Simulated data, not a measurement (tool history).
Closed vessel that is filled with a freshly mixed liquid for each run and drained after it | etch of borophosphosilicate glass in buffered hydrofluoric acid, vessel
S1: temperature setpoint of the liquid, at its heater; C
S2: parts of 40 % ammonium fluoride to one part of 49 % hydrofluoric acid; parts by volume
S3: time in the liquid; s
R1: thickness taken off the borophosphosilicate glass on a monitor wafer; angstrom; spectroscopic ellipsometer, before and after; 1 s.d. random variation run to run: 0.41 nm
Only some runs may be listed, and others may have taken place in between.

run	hour	S1	S2	S3	R1
1	0	23	12	100	905.78
2	0.7	21	12	100	800.95
3	2.7	20	12	100	772.62
4	6.2	20	12	110	842.11
5	13.1	19	12	110	798.42
6	17.7	22	12	110	948.99
7	26.2	20.5	12.5	110	842.91
8	29	19.5	12.5	110	792.52
9	31.5	18.5	12.5	110	746.8
10	37.2	18	12.5	110	718.61

Run 11 has not been measured yet. What should we expect?
11	39.5	18	12.5	110	?

Run 11 gave R1 729.67 angstrom.
